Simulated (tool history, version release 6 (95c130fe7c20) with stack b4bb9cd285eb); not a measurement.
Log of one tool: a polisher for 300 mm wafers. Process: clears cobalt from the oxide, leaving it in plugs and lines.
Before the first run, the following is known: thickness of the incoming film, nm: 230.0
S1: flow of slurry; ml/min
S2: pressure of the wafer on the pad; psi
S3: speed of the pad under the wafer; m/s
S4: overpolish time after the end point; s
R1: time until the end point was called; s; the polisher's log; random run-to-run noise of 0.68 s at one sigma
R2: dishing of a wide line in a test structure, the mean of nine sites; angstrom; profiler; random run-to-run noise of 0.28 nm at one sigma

| run | hour | S1 | S2 | S3 | S4 | R1 | R2 |
|---|---|---|---|---|---|---|---|
| 1 | 0.0 | 300 | 1.7 | 0.98 | 10 | 65.386 | 219.08 |
| 2 | 3.5 | 300 | 1.7 | 0.76 | 10 | 78.048 | 192.20 |
| 3 | 11.5 | 300 | 1.7 | 0.76 | 13 | 77.470 | 233.72 |
| 4 | 19.6 | 300 | 1.7 | 0.66 | 13 | 85.214 | 209.80 |
| 5 | 22.5 | 300 | 2.0 | 0.64 | 11 | 77.528 | 212.02 |
| 6 | 31.5 | 300 | 2.2 | 0.70 | 9 | 66.499 | 203.04 |
| 7 | 37.4 | 300 | 2.4 | 0.72 | 8 | 60.117 | 201.81 |
| 8 | 40.4 | 300 | 2.5 | 0.74 | 8 | 56.550 | 210.53 |
| 9 | 41.4 | 300 | 2.6 | 0.76 | 8 | 53.783 | 212.89 |

Expected results for the next run?
| 10 | 44.5 | 300 | 2.6 | 0.78 | 8 | ? | ? |

{"run 10": {"R1": 53.481, "R2": 222.23}}

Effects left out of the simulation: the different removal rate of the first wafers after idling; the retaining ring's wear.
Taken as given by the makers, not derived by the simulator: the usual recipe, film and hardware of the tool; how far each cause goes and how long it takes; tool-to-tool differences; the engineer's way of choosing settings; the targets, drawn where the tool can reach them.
